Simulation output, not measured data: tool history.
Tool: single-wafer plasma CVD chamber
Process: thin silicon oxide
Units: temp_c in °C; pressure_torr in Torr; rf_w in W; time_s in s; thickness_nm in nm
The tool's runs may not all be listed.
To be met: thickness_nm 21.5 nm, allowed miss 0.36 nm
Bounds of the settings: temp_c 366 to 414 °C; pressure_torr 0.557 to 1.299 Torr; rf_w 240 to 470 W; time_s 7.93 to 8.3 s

run	hour	temp_c	pressure_torr	rf_w	time_s	thickness_nm
1	0	390	0.928	355	8.3	19.653
2	5.7	390	0.928	355	7.93	18.721
3	11.9	390	0.977	355	7.93	19.425
4	15.4	390	0.977	355	8.3	20.314
5	22.6	383	0.977	355	8.3	20.552
6	25.2	383	0.977	370	8.3	20.816
7	32.7	383	0.989	370	8.3	20.849
8	41	383	1.001	370	8.3	20.877

5 next moves are on the table. One of them brings every result within its allowed miss. Which?
A	49.3	380	1.002	375	8.2	?
B	49.3	390	0.952	410	8.3	?
C	49.3	383	0.999	365	7.95	?
D	49.3	387	1.037	370	8.3	?
E	49.3	375	0.949	460	7.93	?

move	thickness_nm
A	20.754
B	20.599
C	19.909
D	21.301
E	20.434
A: further off than the last run
B: further off than the last run
C: further off than the last run
D: meets every target
E: further off than the last run
Answer: D

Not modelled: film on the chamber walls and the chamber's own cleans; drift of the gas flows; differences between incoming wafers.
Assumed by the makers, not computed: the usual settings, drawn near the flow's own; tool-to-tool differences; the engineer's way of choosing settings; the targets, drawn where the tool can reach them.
